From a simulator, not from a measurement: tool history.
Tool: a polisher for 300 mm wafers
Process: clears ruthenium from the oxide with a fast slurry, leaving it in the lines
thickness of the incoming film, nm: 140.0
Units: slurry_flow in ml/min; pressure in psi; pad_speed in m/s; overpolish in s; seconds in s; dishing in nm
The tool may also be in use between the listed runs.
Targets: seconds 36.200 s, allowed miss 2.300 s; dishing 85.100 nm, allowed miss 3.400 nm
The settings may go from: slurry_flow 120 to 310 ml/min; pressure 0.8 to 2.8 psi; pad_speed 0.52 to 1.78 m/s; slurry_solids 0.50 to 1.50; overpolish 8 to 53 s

Run 1, hour 0.0: slurry_flow 200 ml/min, pressure 1.8 psi, pad_speed 1.14 m/s, slurry_solids 1.00, overpolish 27 s. Result: seconds 65.094 s, dishing 44.126 nm.
Run 2, hour 8.1: slurry_flow 200 ml/min, pressure 1.8 psi, pad_speed 0.94 m/s, slurry_solids 1.00, overpolish 27 s. Result: seconds 72.834 s, dishing 38.384 nm.
Run 3, hour 11.9: slurry_flow 195 ml/min, pressure 2.1 psi, pad_speed 1.08 m/s, slurry_solids 1.00, overpolish 29 s. Result: seconds 56.445 s, dishing 50.687 nm.
Run 4, hour 19.0: slurry_flow 195 ml/min, pressure 2.3 psi, pad_speed 1.14 m/s, slurry_solids 1.00, overpolish 31 s. Result: seconds 48.185 s, dishing 56.912 nm.
Run 5, hour 26.4: slurry_flow 195 ml/min, pressure 2.4 psi, pad_speed 1.22 m/s, slurry_solids 1.00, overpolish 33 s. Result: seconds 43.742 s, dishing 64.155 nm.
At hour 32.1: slurry blender recalibrated.
Run 6, hour 32.1: slurry_flow 195 ml/min, pressure 2.4 psi, pad_speed 1.22 m/s, slurry_solids 0.80, overpolish 33 s. Result: seconds 40.606 s, dishing 67.638 nm.
Run 7, hour 34.9: slurry_flow 195 ml/min, pressure 2.4 psi, pad_speed 1.24 m/s, slurry_solids 0.80, overpolish 35 s. Result: seconds 39.768 s, dishing 72.260 nm.
Run 8, hour 41.1: slurry_flow 195 ml/min, pressure 2.4 psi, pad_speed 1.26 m/s, slurry_solids 0.80, overpolish 36 s. Result: seconds 40.564 s, dishing 72.136 nm.
Run 9, hour 45.5: slurry_flow 195 ml/min, pressure 2.5 psi, pad_speed 1.26 m/s, slurry_solids 0.80, overpolish 37 s. Result: seconds 38.771 s, dishing 76.380 nm.
Run 10, hour 49.6: slurry_flow 195 ml/min, pressure 2.5 psi, pad_speed 1.26 m/s, slurry_solids 0.80, overpolish 38 s. Result: seconds 38.395 s, dishing 77.325 nm.
Run 11, hour 52.8: slurry_flow 195 ml/min, pressure 2.5 psi, pad_speed 1.26 m/s, slurry_solids 0.80, overpolish 39 s. Result: seconds 37.743 s, dishing 79.157 nm.
Run 12, hour 55.8: slurry_flow 195 ml/min, pressure 2.5 psi, pad_speed 1.26 m/s, slurry_solids 0.80, overpolish 40 s. Result: seconds 38.243 s, dishing 80.100 nm.

4 next moves are on the table. One of them brings every result within its allowed miss. Which?
Run A, hour 58.8: slurry_flow 190 ml/min, pressure 2.6 psi, pad_speed 1.10 m/s, slurry_solids 0.75, overpolish 51 s. Result: seconds ?, dishing ?.
Run B, hour 58.8: slurry_flow 165 ml/min, pressure 2.1 psi, pad_speed 1.10 m/s, slurry_solids 1.10, overpolish 38 s. Result: seconds ?, dishing ?.
Run C, hour 58.8: slurry_flow 175 ml/min, pressure 2.5 psi, pad_speed 1.26 m/s, slurry_solids 0.90, overpolish 35 s. Result: seconds ?, dishing ?.
Run D, hour 58.8: slurry_flow 220 ml/min, pressure 2.8 psi, pad_speed 1.54 m/s, slurry_solids 0.60, overpolish 42 s. Result: seconds ?, dishing ?.

move  seconds  dishing
   A   43.177   85.744
   B   42.200   73.721
   C   35.646   77.577
   D   36.579   84.507
A: brings the result that was furthest off to its target, and leaves another outside
B: further off than the last run
C: further off than the last run
D: meets every target
The right move is D.

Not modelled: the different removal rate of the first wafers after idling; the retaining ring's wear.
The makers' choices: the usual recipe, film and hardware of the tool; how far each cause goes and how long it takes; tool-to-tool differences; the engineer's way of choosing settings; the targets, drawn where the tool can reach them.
